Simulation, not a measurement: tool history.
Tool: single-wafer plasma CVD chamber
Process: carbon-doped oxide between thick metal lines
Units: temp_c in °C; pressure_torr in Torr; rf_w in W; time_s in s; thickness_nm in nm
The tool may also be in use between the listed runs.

run	day	temp_c	pressure_torr	rf_w	time_s	thickness_nm
1	0	350	3.93	470	216	900.51
2	0.142	350	3.93	470	222	930.48
3	0.471	354	3.51	425	221	825.85
4	0.771	346	3.51	425	221	838.18
5	0.962	348	3.11	410	221	795.87
6	1.258	359	3.11	410	221	778.86

Forecast run 7:
7	1.496	361	2.85	405	221	?

thickness_nm: 763.19 nm
